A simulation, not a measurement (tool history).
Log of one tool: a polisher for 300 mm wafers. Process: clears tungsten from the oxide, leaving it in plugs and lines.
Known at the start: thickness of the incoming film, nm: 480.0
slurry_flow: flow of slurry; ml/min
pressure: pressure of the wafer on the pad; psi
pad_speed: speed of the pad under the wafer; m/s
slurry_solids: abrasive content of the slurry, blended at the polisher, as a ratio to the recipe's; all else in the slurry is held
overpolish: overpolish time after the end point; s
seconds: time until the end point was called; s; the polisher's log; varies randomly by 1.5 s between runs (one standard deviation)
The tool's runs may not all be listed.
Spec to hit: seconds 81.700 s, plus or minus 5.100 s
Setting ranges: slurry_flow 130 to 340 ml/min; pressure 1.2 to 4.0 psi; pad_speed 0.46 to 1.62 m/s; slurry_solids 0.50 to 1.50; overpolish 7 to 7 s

run	hour	slurry_flow	pressure	pad_speed	slurry_solids	overpolish	seconds
1	0.0	220	2.6	1.04	1.00	7	141.840
2	7.9	220	2.6	0.84	1.00	7	163.230
3	14.2	220	2.6	0.84	1.00	7	163.310
4	17.9	220	2.1	0.84	1.00	7	203.050
5	20.3	195	2.1	0.84	1.00	7	201.170
6	23.2	195	2.1	0.84	1.00	7	199.360
7	25.8	200	2.8	1.10	1.05	7	123.260
8	26.4	200	2.9	1.10	1.05	7	121.230
9	27.3	200	3.0	1.10	1.05	7	115.410
10	31.7	200	3.1	1.10	1.05	7	111.870
11	34.3	200	3.1	1.10	1.05	7	112.810
12	43.0	200	3.2	1.10	1.05	7	107.730
13	46.1	200	3.2	1.10	1.05	7	109.730
14	47.6	200	3.2	1.10	1.05	7	109.510
15	54.8	200	3.3	1.10	1.05	7	107.330
16	56.6	200	3.4	1.12	1.05	7	103.670
17	62.0	200	3.5	1.14	1.05	7	98.205
18	69.2	200	3.6	1.16	1.05	7	92.199
19	72.7	200	3.8	1.18	1.05	7	89.659

Exactly one of the 4 candidate moves below puts every result within its allowed miss. Which one?
A	76.2	170	4.0	1.48	1.05	7	?
B	76.2	200	3.3	1.52	1.00	7	?
C	76.2	215	4.0	1.38	1.20	7	?
D	76.2	205	4.0	1.56	0.75	7	?

move	seconds
A	71.713
B	84.231
C	72.449
D	71.633
A: pushes the last run's worst result past its target
B: meets every target
C: pushes the last run's worst result past its target
D: pushes the last run's worst result past its target
Go with B: it meets all targets.
